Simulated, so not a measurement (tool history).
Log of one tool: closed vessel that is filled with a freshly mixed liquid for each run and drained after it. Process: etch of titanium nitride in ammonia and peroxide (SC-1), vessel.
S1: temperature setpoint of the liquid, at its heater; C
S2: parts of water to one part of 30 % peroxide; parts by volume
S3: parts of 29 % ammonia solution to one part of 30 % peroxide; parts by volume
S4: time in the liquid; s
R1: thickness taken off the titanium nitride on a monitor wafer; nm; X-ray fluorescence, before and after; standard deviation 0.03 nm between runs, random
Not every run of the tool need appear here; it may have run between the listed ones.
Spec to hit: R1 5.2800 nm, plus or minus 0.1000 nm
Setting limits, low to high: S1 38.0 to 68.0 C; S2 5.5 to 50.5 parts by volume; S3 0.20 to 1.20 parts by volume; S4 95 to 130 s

run 1 day=0.000 | S1=52.0 S2=28.0 S3=0.75 S4=130 | R1=4.8611
run 2 day=0.154 | S1=58.0 S2=28.0 S3=0.75 S4=130 | R1=7.1924
run 3 day=0.233 | S1=58.0 S2=28.0 S3=0.90 S4=130 | R1=7.4964
run 4 day=0.588 | S1=56.5 S2=28.0 S3=0.90 S4=130 | R1=6.7901
run 5 day=0.658 | S1=55.5 S2=28.0 S3=0.90 S4=130 | R1=6.3229
run 6 day=0.858 | S1=54.5 S2=28.0 S3=0.90 S4=130 | R1=5.9455
run 7 day=0.979 | S1=54.0 S2=28.0 S3=0.90 S4=130 | R1=5.7228
run 8 day=1.246 | S1=53.5 S2=28.0 S3=0.90 S4=130 | R1=5.5333
run 9 day=1.438 | S1=53.5 S2=28.0 S3=0.90 S4=130 | R1=5.5431

Which one of the following 4 next-run settings gets every result inside its allowed miss? There is exactly one.
run A day=1.629 | S1=56.5 S2=30.0 S3=0.85 S4=120 | R1=?
run B day=1.629 | S1=55.0 S2=29.5 S3=0.90 S4=130 | R1=?
run C day=1.629 | S1=52.5 S2=24.0 S3=1.00 S4=130 | R1=?
run D day=1.629 | S1=57.0 S2=28.5 S3=1.10 S4=95 | R1=?

move=A R1=5.9146
move=B R1=5.9094
move=C R1=5.7009
move=D R1=5.2217
A: its largest miss is bigger than the last run's
B: its largest miss is bigger than the last run's
C: its largest miss is bigger than the last run's
D: all results land within tolerance of their targets
The right move is D.

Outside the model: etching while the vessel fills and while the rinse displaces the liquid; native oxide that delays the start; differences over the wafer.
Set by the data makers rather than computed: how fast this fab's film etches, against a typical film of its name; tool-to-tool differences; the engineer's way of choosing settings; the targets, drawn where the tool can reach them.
